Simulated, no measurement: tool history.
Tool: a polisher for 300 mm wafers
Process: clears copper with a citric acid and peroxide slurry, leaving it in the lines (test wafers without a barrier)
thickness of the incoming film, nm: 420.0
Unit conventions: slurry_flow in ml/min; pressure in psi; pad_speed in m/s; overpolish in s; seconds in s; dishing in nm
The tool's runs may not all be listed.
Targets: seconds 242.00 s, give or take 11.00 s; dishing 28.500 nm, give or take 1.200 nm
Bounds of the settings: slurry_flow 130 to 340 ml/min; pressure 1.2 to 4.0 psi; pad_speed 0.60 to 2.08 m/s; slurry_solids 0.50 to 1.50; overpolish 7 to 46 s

run    day  slurry_flow  pressure  pad_speed  slurry_solids  overpolish  seconds  dishing
  1  0.000          220       2.6       1.34           1.00          24   213.48   33.668
  2  0.317          220       2.6       1.34           1.00          20   216.06   29.395
  3  0.433          220       2.6       1.34           1.20          20   204.62   30.544
  4  0.604          220       2.5       1.34           1.20          21   211.86   30.306
  5  0.771          215       2.4       1.34           1.20          22   227.24   30.158
  6  1.142          215       2.4       1.34           1.40          22   211.88   31.222
  7  1.417          210       2.3       1.34           1.40          22   217.62   29.791
  8  1.667          210       2.3       1.34           1.40          22   222.88   30.028

Next run, 4 choices. One meets every target within its allowed miss, the rest don't. Which?
  A  1.917          275       2.4       1.14           1.35          22        ?        ?
  B  1.917          220       3.1       1.14           1.30          18        ?        ?
  C  1.917          210       2.0       1.60           1.40          21        ?        ?
  D  1.917          240       2.1       1.40           1.40          25        ?        ?

move  seconds  dishing
   A   246.13   27.998
   B   199.31   28.615
   C   216.52   29.525
   D   231.08   32.298
A: meets every target
B: misses by more than the last run did
C: misses by more than the last run did
D: meets the target for the result that was furthest off, but another lies outside its allowed miss
Go with A: it meets all targets.
